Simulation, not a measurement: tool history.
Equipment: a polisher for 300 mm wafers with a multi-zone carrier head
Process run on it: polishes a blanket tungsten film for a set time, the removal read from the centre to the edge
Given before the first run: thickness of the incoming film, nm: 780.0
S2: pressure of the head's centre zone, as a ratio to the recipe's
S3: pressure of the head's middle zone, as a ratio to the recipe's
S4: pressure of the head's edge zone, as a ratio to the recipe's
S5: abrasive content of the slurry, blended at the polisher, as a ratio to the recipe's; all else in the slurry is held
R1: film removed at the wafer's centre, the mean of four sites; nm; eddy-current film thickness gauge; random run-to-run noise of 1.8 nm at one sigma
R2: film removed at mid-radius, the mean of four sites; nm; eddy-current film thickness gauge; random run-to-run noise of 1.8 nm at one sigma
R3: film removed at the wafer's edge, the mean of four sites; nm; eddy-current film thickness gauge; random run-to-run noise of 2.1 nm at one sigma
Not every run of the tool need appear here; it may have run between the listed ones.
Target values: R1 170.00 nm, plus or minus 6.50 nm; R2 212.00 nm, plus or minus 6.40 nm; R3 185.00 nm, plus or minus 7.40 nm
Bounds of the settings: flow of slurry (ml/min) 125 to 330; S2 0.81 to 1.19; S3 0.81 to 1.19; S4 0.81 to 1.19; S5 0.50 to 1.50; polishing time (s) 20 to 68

Run 1, hour 0.0: flow of slurry (ml/min) 210, S2 1.00, S3 1.00, S4 1.00, S5 1.00, polishing time (s) 44. Result: R1 145.37 nm, R2 146.94 nm, R3 147.19 nm.
Run 2, hour 1.1: flow of slurry (ml/min) 220, S2 0.99, S3 1.04, S4 1.02, S5 1.10, polishing time (s) 44. Result: R1 147.46 nm, R2 155.00 nm, R3 152.11 nm.
Run 3, hour 7.2: flow of slurry (ml/min) 230, S2 0.98, S3 1.08, S4 1.02, S5 1.20, polishing time (s) 45. Result: R1 159.34 nm, R2 167.87 nm, R3 159.65 nm.
Run 4, hour 10.8: flow of slurry (ml/min) 235, S2 0.95, S3 1.11, S4 1.02, S5 1.25, polishing time (s) 46. Result: R1 158.90 nm, R2 179.31 nm, R3 161.54 nm.
Run 5, hour 15.7: flow of slurry (ml/min) 185, S2 0.95, S3 1.11, S4 1.02, S5 1.25, polishing time (s) 46. Result: R1 152.07 nm, R2 174.82 nm, R3 158.61 nm.
Run 6, hour 18.7: flow of slurry (ml/min) 185, S2 0.95, S3 1.11, S4 1.02, S5 1.25, polishing time (s) 37. Result: R1 123.82 nm, R2 137.32 nm, R3 132.80 nm.
Run 7, hour 20.3: flow of slurry (ml/min) 190, S2 0.94, S3 1.13, S4 1.04, S5 1.30, polishing time (s) 40. Result: R1 135.69 nm, R2 158.23 nm, R3 144.28 nm.
Run 8, hour 26.6: flow of slurry (ml/min) 195, S2 0.94, S3 1.13, S4 1.07, S5 1.35, polishing time (s) 41. Result: R1 141.58 nm, R2 161.56 nm, R3 152.22 nm.
Run 9, hour 34.4: flow of slurry (ml/min) 205, S2 0.93, S3 1.14, S4 1.08, S5 1.40, polishing time (s) 43. Result: R1 143.47 nm, R2 171.48 nm, R3 160.16 nm.
Run 10, hour 35.2: flow of slurry (ml/min) 210, S2 0.93, S3 1.15, S4 1.08, S5 1.40, polishing time (s) 44. Result: R1 147.88 nm, R2 180.34 nm, R3 165.57 nm.
Run 11, hour 42.3: flow of slurry (ml/min) 220, S2 0.94, S3 1.16, S4 1.08, S5 1.40, polishing time (s) 45. Result: R1 153.90 nm, R2 183.77 nm, R3 167.94 nm.
Run 12, hour 44.6: flow of slurry (ml/min) 225, S2 0.94, S3 1.17, S4 1.08, S5 1.40, polishing time (s) 46. Result: R1 160.96 nm, R2 189.97 nm, R3 172.62 nm.
Run 13, hour 48.2: flow of slurry (ml/min) 225, S2 0.94, S3 1.17, S4 1.08, S5 1.40, polishing time (s) 46. Result: R1 158.89 nm, R2 190.83 nm, R3 176.02 nm.
Run 14, hour 55.5: flow of slurry (ml/min) 230, S2 0.93, S3 1.17, S4 1.07, S5 1.40, polishing time (s) 47. Result: R1 164.59 nm, R2 195.70 nm, R3 173.72 nm.
Run 15, hour 56.5: flow of slurry (ml/min) 235, S2 0.92, S3 1.17, S4 1.08, S5 1.40, polishing time (s) 47. Result: R1 160.09 nm, R2 196.09 nm, R3 174.63 nm.
Run 16, hour 64.3: flow of slurry (ml/min) 240, S2 0.92, S3 1.17, S4 1.08, S5 1.40, polishing time (s) 47. Result: R1 162.20 nm, R2 194.70 nm, R3 174.18 nm.
Run 17, hour 72.7: flow of slurry (ml/min) 240, S2 0.92, S3 1.17, S4 1.08, S5 1.40, polishing time (s) 48. Result: R1 167.52 nm, R2 201.97 nm, R3 177.65 nm.
Run 18, hour 80.8: flow of slurry (ml/min) 240, S2 0.92, S3 1.17, S4 1.08, S5 1.40, polishing time (s) 48. Result: R1 168.25 nm, R2 199.33 nm, R3 175.15 nm.
Run 19, hour 85.2: flow of slurry (ml/min) 235, S2 0.92, S3 1.17, S4 1.08, S5 1.40, polishing time (s) 48. Result: R1 164.91 nm, R2 198.28 nm, R3 179.05 nm.
Run 20, hour 92.9: flow of slurry (ml/min) 235, S2 0.91, S3 1.17, S4 1.08, S5 1.40, polishing time (s) 48. Result: R1 162.73 nm, R2 202.04 nm, R3 182.71 nm.
Run 21, hour 100.7: flow of slurry (ml/min) 235, S2 0.91, S3 1.17, S4 1.08, S5 1.40, polishing time (s) 48. Result: R1 162.72 nm, R2 200.06 nm, R3 179.65 nm.
Run 22, hour 106.5: flow of slurry (ml/min) 240, S2 0.91, S3 1.17, S4 1.08, S5 1.40, polishing time (s) 48. Result: R1 168.41 nm, R2 199.23 nm, R3 179.16 nm.
Run 23, hour 112.6: flow of slurry (ml/min) 235, S2 0.91, S3 1.17, S4 1.08, S5 1.40, polishing time (s) 48. Result: R1 160.46 nm, R2 202.60 nm, R3 181.96 nm.
Run 24, hour 118.9: flow of slurry (ml/min) 240, S2 0.91, S3 1.17, S4 1.08, S5 1.40, polishing time (s) 48. Result: R1 166.91 nm, R2 201.70 nm, R3 179.11 nm.
Run 25, hour 121.3: flow of slurry (ml/min) 240, S2 0.90, S3 1.17, S4 1.08, S5 1.40, polishing time (s) 48. Result: R1 163.10 nm, R2 201.11 nm, R3 179.10 nm.
Run 26, hour 130.1: flow of slurry (ml/min) 245, S2 0.90, S3 1.17, S4 1.08, S5 1.40, polishing time (s) 48. Result: R1 162.86 nm, R2 199.79 nm, R3 182.11 nm.

Which single option among these 5 for the next run brings every result within its allowed miss of target? Just one does.
Run A, hour 138.9: flow of slurry (ml/min) 155, S2 0.85, S3 1.19, S4 1.02, S5 1.50, polishing time (s) 49. Result: R1 ?, R2 ?, R3 ?.
Run B, hour 138.9: flow of slurry (ml/min) 315, S2 0.95, S3 1.07, S4 1.10, S5 1.50, polishing time (s) 46. Result: R1 ?, R2 ?, R3 ?.
Run C, hour 138.9: flow of slurry (ml/min) 180, S2 0.92, S3 1.13, S4 1.01, S5 1.40, polishing time (s) 49. Result: R1 ?, R2 ?, R3 ?.
Run D, hour 138.9: flow of slurry (ml/min) 230, S2 0.83, S3 1.18, S4 1.10, S5 1.50, polishing time (s) 48. Result: R1 ?, R2 ?, R3 ?.
Run E, hour 138.9: flow of slurry (ml/min) 230, S2 0.90, S3 1.19, S4 1.08, S5 1.40, polishing time (s) 50. Result: R1 ?, R2 ?, R3 ?.

move      R1      R2      R3
   A  158.85  203.02  177.57
   B  172.12  184.79  181.42
   C  167.31  193.47  175.64
   D  159.34  204.54  185.42
   E  172.36  210.95  188.11
A: an improvement on the last run, though not all results are within tolerance
B: lands further from the targets than the last run did
C: lands further from the targets than the last run did
D: an improvement on the last run, though not all results are within tolerance
E: all results in spec
E is the move that brings every result within its allowed miss.
